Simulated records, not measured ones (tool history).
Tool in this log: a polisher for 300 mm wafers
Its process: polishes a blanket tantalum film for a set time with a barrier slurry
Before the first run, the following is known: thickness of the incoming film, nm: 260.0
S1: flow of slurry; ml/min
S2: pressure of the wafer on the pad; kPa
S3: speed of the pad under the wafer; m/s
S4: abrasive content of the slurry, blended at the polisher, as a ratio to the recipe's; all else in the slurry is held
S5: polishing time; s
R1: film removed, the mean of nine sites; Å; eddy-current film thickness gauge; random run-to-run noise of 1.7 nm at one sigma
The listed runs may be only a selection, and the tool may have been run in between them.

run,hour,S1,S2,S3,S4,S5,R1
1,0,145,16.5,1.06,1,56,1038.4
2,8.1,145,19.3,1.06,1,56,1167.6
3,11.8,145,20,1.06,1,56,1174.8
4,19.3,165,20,1.06,1,56,1202.4
5,24.2,165,20,1.06,0.85,56,1142.6
6,29.7,165,20.7,1.06,0.85,56,1193.4

Run 7, settings as shown, results not yet in. Your forecast:
7,35.7,165,21.4,1.06,0.85,56,?

R1: 1215.3 Å
